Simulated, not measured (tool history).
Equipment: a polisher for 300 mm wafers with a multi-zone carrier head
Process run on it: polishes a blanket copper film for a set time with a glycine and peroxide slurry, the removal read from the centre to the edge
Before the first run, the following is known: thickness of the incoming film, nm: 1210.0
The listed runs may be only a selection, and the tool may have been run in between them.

| run | hour | flow of slurry (ml/min) | pressure of the head's centre zone | pressure of the head's middle zone | pressure of the head's edge zone | polishing time (s) | film removed at the wafer's centre (nm) | film removed at mid-radius (nm) | film removed at the wafer's edge (nm) |
|---|---|---|---|---|---|---|---|---|---|
| 1 | 0.0 | 230 | 1.00 | 1.00 | 1.00 | 72 | 274.74 | 279.42 | 280.32 |
| 2 | 1.1 | 240 | 1.03 | 1.05 | 1.04 | 75 | 292.70 | 303.37 | 290.03 |
| 3 | 2.9 | 240 | 1.03 | 0.99 | 1.04 | 75 | 294.59 | 291.82 | 286.42 |
| 4 | 10.7 | 210 | 1.03 | 0.99 | 1.04 | 75 | 290.64 | 285.33 | 285.88 |
| 5 | 15.1 | 260 | 1.03 | 0.99 | 1.04 | 75 | 298.45 | 287.92 | 292.57 |
| 6 | 20.0 | 260 | 0.99 | 0.99 | 1.04 | 75 | 285.71 | 289.65 | 289.95 |

Run 7, settings as shown, results not yet in. Your forecast:
| 7 | 24.8 | 245 | 1.00 | 1.01 | 1.04 | 80 | ? | ? | ? |

{"run 7": {"film removed at the wafer's centre (nm)": 308.96, "film removed at mid-radius (nm)": 306.29, "film removed at the wafer's edge (nm)": 314.06}}
